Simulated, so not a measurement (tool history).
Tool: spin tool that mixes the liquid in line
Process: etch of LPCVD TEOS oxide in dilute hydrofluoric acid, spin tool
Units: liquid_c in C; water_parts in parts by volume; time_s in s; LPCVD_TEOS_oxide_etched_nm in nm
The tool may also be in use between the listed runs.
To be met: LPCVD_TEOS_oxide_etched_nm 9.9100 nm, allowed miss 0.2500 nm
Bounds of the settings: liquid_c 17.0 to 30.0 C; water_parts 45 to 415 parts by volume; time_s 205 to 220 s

run 1 hour=0.0 | liquid_c=22.0 water_parts=230 time_s=205 | LPCVD_TEOS_oxide_etched_nm=14.8790
run 2 hour=3.8 | liquid_c=20.5 water_parts=245 time_s=205 | LPCVD_TEOS_oxide_etched_nm=13.1810
run 3 hour=5.1 | liquid_c=22.5 water_parts=245 time_s=205 | LPCVD_TEOS_oxide_etched_nm=14.2770
run 4 hour=13.6 | liquid_c=22.5 water_parts=245 time_s=205 | LPCVD_TEOS_oxide_etched_nm=14.1580
run 5 hour=17.4 | liquid_c=21.0 water_parts=255 time_s=205 | LPCVD_TEOS_oxide_etched_nm=12.7140
run 6 hour=20.1 | liquid_c=21.0 water_parts=255 time_s=205 | LPCVD_TEOS_oxide_etched_nm=12.6630
run 7 hour=22.0 | liquid_c=20.0 water_parts=260 time_s=205 | LPCVD_TEOS_oxide_etched_nm=11.9510
run 8 hour=23.8 | liquid_c=19.0 water_parts=265 time_s=205 | LPCVD_TEOS_oxide_etched_nm=11.1650

4 next moves are on the table. One of them brings every result within its allowed miss. Which?
run A hour=25.6 | liquid_c=19.5 water_parts=310 time_s=205 | LPCVD_TEOS_oxide_etched_nm=?
run B hour=25.6 | liquid_c=17.0 water_parts=230 time_s=215 | LPCVD_TEOS_oxide_etched_nm=?
run C hour=25.6 | liquid_c=20.0 water_parts=300 time_s=205 | LPCVD_TEOS_oxide_etched_nm=?
run D hour=25.6 | liquid_c=18.5 water_parts=240 time_s=220 | LPCVD_TEOS_oxide_etched_nm=?

move=A LPCVD_TEOS_oxide_etched_nm=9.2543
move=B LPCVD_TEOS_oxide_etched_nm=12.7690
move=C LPCVD_TEOS_oxide_etched_nm=9.8255
move=D LPCVD_TEOS_oxide_etched_nm=13.1530
A: takes the result that was furthest off past its target
B: further off than the last run
C: meets every target
D: further off than the last run
Answer: C
